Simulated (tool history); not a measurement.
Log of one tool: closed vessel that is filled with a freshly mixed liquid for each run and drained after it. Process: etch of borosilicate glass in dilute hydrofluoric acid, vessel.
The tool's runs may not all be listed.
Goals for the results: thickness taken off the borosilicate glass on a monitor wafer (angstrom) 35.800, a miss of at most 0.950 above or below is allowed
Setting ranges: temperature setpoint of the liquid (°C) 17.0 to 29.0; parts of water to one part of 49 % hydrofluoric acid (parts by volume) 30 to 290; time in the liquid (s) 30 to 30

run,hour,temperature setpoint of the liquid (°C),parts of water to one part of 49 % hydrofluoric acid (parts by volume),time in the liquid (s),thickness taken off the borosilicate glass on a monitor wafer (angstrom)
1,0.0,21.0,160,30,46.648
2,2.2,18.5,160,30,42.476
3,6.7,18.5,210,30,30.802
4,7.8,18.5,170,30,39.837
5,15.8,18.5,200,30,32.774
6,24.9,17.0,200,30,31.175
7,30.0,17.0,200,30,30.483
8,34.0,17.5,200,30,31.051
9,36.0,18.0,200,30,31.492
10,38.3,18.5,200,30,32.457
11,47.3,19.0,200,30,32.908

Consider the 5 candidate settings below. Which is the only one whose results all fall within their allowed miss of target?
A,56.3,17.0,165,30,?
B,56.3,17.0,190,30,?
C,56.3,19.0,210,30,?
D,56.3,19.5,205,30,?
E,56.3,22.5,210,30,?

move,thickness taken off the borosilicate glass on a monitor wafer (angstrom)
A,38.709
B,32.836
C,31.552
D,33.112
E,36.049
A: takes the result that was furthest off past its target
B: no better and no worse than the last run
C: moves away from the targets compared with the last run
D: closer than the last run, but not yet in spec
E: all results in spec
The right move is E.
